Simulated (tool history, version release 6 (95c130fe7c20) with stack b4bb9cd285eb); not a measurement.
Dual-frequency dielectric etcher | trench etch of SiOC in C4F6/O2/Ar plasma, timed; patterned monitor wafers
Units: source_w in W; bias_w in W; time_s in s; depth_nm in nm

run    day  source_w  bias_w  time_s  depth_nm
  1  0.000       350     200    17.5    32.792
  2  0.125       300     200    17.5    29.828
  3  0.342       330     203    17.5    31.371
  4  0.642       270     203    17.5    27.955
     0.917  -- source power generator calibrated
  5  0.917       210     203    17.5    23.874
  6  1.233       210     203    18.5    25.346
  7  1.521       250     206    18.5    28.660

Run 8 comes next. What will it give?
  8  1.629       280     207    18.5         ?

Run 8 gave depth_nm 30.972 nm.
